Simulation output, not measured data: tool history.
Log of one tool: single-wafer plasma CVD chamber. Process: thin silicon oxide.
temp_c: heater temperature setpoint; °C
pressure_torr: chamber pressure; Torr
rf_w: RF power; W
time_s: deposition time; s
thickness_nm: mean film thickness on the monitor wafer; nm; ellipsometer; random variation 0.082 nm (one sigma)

run 1 day=0 | temp_c=395 pressure_torr=0.898 rf_w=265 time_s=6.84 | thickness_nm=14.115
run 2 day=0.125 | temp_c=405 pressure_torr=0.898 rf_w=265 time_s=6.84 | thickness_nm=13.687
run 3 day=0.433 | temp_c=412 pressure_torr=0.898 rf_w=265 time_s=6.84 | thickness_nm=13.937
run 4 day=0.542 | temp_c=412 pressure_torr=0.898 rf_w=265 time_s=6.84 | thickness_nm=13.761
run 5 day=0.658 | temp_c=412 pressure_torr=0.952 rf_w=265 time_s=6.84 | thickness_nm=14.354
run 6 day=0.796 | temp_c=412 pressure_torr=1.002 rf_w=265 time_s=6.84 | thickness_nm=14.861
run 7 day=1.125 | temp_c=412 pressure_torr=1.043 rf_w=265 time_s=6.84 | thickness_nm=15.19
run 8 day=1.233 | temp_c=412 pressure_torr=1.08 rf_w=265 time_s=6.84 | thickness_nm=15.346
run 9 day=1.292 | temp_c=412 pressure_torr=1.118 rf_w=265 time_s=6.84 | thickness_nm=15.686
run 10 day=1.633 | temp_c=412 pressure_torr=1.146 rf_w=265 time_s=6.84 | thickness_nm=15.829
run 11 day=1.804 | temp_c=412 pressure_torr=1.146 rf_w=265 time_s=6.84 | thickness_nm=15.957
run 12 day=1.85 | temp_c=412 pressure_torr=1.166 rf_w=265 time_s=6.84 | thickness_nm=16.084
run 13 day=2.133 | temp_c=412 pressure_torr=1.183 rf_w=265 time_s=6.84 | thickness_nm=16.125

Forecast run 14:
run 14 day=2.25 | temp_c=412 pressure_torr=1.2 rf_w=265 time_s=6.84 | thickness_nm=?

thickness_nm: 16.341 nm
